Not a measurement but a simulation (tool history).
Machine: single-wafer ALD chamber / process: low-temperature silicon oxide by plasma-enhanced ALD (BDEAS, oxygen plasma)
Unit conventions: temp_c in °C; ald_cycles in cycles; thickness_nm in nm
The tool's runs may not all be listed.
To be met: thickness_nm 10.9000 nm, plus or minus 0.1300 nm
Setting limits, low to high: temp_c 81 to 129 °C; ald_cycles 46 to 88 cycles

Run 1, hour 0.0: temp_c 105 °C, ald_cycles 67 cycles. Result: thickness_nm 9.1969 nm.
Run 2, hour 5.7: temp_c 101 °C, ald_cycles 71 cycles. Result: thickness_nm 9.9084 nm.
Run 3, hour 10.1: temp_c 96 °C, ald_cycles 72 cycles. Result: thickness_nm 10.1900 nm.
Run 4, hour 13.3: temp_c 91 °C, ald_cycles 72 cycles. Result: thickness_nm 10.4290 nm.
Run 5, hour 17.5: temp_c 100 °C, ald_cycles 72 cycles. Result: thickness_nm 10.0690 nm.
Run 6, hour 18.9: temp_c 93 °C, ald_cycles 72 cycles. Result: thickness_nm 10.3120 nm.
Run 7, hour 27.3: temp_c 93 °C, ald_cycles 72 cycles. Result: thickness_nm 10.3040 nm.
Run 8, hour 29.5: temp_c 93 °C, ald_cycles 72 cycles. Result: thickness_nm 10.3830 nm.
Run 9, hour 36.5: temp_c 90 °C, ald_cycles 72 cycles. Result: thickness_nm 10.4950 nm.
Run 10, hour 37.3: temp_c 87 °C, ald_cycles 72 cycles. Result: thickness_nm 10.5610 nm.
Run 11, hour 44.1: temp_c 83 °C, ald_cycles 74 cycles. Result: thickness_nm 11.0770 nm.

Next run, 4 choices. One meets every target within its allowed miss, the rest don't. Which?
Run A, hour 50.9: temp_c 83 °C, ald_cycles 71 cycles. Result: thickness_nm ?.
Run B, hour 50.9: temp_c 82 °C, ald_cycles 75 cycles. Result: thickness_nm ?.
Run C, hour 50.9: temp_c 81 °C, ald_cycles 72 cycles. Result: thickness_nm ?.
Run D, hour 50.9: temp_c 83 °C, ald_cycles 75 cycles. Result: thickness_nm ?.

move  thickness_nm
   A       10.5600
   B       11.1980
   C       10.7900
   D       11.1550
A: takes the result that was furthest off past its target
B: its largest miss is bigger than the last run's
C: in spec on every target
D: its largest miss is bigger than the last run's
Move C is the one to make.

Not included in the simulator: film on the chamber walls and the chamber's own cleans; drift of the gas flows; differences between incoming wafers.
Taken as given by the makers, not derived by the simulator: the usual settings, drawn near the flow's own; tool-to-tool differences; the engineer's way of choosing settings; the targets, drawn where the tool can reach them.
